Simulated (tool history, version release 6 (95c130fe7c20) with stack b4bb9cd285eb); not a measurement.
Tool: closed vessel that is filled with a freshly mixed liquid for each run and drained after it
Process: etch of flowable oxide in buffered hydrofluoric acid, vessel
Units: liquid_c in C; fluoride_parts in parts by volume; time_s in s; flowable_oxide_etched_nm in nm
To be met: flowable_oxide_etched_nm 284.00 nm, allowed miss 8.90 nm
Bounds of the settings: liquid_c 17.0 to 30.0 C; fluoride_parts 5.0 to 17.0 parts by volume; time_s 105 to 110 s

{"run": 1, "hour": 0.0, "liquid_c": 22.0, "fluoride_parts": 10.5, "time_s": 105, "flowable_oxide_etched_nm": 243.35}
{"run": 2, "hour": 6.8, "liquid_c": 22.0, "fluoride_parts": 10.5, "time_s": 110, "flowable_oxide_etched_nm": 251.77}
{"run": 3, "hour": 10.9, "liquid_c": 22.0, "fluoride_parts": 8.0, "time_s": 110, "flowable_oxide_etched_nm": 322.64}
{"run": 4, "hour": 11.9, "liquid_c": 23.5, "fluoride_parts": 8.0, "time_s": 110, "flowable_oxide_etched_nm": 347.69}
{"run": 5, "hour": 14.5, "liquid_c": 22.5, "fluoride_parts": 8.0, "time_s": 110, "flowable_oxide_etched_nm": 329.37}
{"run": 6, "hour": 15.9, "liquid_c": 22.5, "fluoride_parts": 6.5, "time_s": 110, "flowable_oxide_etched_nm": 412.55}
{"run": 7, "hour": 20.0, "liquid_c": 21.0, "fluoride_parts": 7.0, "time_s": 110, "flowable_oxide_etched_nm": 354.75}
{"run": 8, "hour": 27.1, "liquid_c": 21.0, "fluoride_parts": 7.0, "time_s": 110, "flowable_oxide_etched_nm": 352.98}

Which of these 4 next moves meets every target?
{"run": "A", "hour": 34.2, "liquid_c": 22.0, "fluoride_parts": 8.5, "time_s": 105, "flowable_oxide_etched_nm": "?"}
{"run": "B", "hour": 34.2, "liquid_c": 20.0, "fluoride_parts": 8.5, "time_s": 105, "flowable_oxide_etched_nm": "?"}
{"run": "C", "hour": 34.2, "liquid_c": 21.0, "fluoride_parts": 7.5, "time_s": 105, "flowable_oxide_etched_nm": "?"}
{"run": "D", "hour": 34.2, "liquid_c": 22.5, "fluoride_parts": 8.0, "time_s": 105, "flowable_oxide_etched_nm": "?"}

move=A flowable_oxide_etched_nm=291.38
move=B flowable_oxide_etched_nm=260.73
move=C flowable_oxide_etched_nm=315.70
move=D flowable_oxide_etched_nm=319.87
A: meets every target
B: takes the result that was furthest off past its target
C: nearer than the last run, and not there yet
D: nearer than the last run, and not there yet
Move A is the one to make.

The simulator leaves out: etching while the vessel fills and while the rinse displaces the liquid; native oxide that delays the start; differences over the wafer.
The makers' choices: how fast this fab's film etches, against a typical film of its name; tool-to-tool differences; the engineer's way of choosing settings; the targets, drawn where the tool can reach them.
